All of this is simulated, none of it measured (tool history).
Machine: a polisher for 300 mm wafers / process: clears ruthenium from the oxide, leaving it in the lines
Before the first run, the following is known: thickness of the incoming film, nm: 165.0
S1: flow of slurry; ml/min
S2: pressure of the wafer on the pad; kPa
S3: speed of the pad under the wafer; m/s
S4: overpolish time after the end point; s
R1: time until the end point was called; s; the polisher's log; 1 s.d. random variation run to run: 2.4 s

{"run": 1, "hour": 0.0, "S1": 215, "S2": 11.7, "S3": 1.08, "S4": 50, "R1": 182.78}
{"run": 2, "hour": 4.2, "S1": 215, "S2": 11.7, "S3": 1.08, "S4": 50, "R1": 183.97}
{"run": 3, "hour": 12.9, "S1": 215, "S2": 12.4, "S3": 1.08, "S4": 50, "R1": 176.15}
{"run": 4, "hour": 21.0, "S1": 215, "S2": 12.4, "S3": 0.84, "S4": 50, "R1": 221.67}
{"run": 5, "hour": 22.4, "S1": 215, "S2": 13.8, "S3": 0.86, "S4": 50, "R1": 208.73}
{"run": 6, "hour": 25.5, "S1": 215, "S2": 15.9, "S3": 0.86, "S4": 50, "R1": 178.56}
{"run": 7, "hour": 33.4, "S1": 215, "S2": 16.5, "S3": 0.86, "S4": 50, "R1": 177.71}
{"run": 8, "hour": 38.5, "S1": 215, "S2": 17.2, "S3": 0.88, "S4": 50, "R1": 170.48}

Run 9 is up next; what results do you expect?
{"run": 9, "hour": 47.2, "S1": 215, "S2": 17.9, "S3": 0.9, "S4": 50, "R1": "?"}

For run 9 the tool returned R1 162.83 s.

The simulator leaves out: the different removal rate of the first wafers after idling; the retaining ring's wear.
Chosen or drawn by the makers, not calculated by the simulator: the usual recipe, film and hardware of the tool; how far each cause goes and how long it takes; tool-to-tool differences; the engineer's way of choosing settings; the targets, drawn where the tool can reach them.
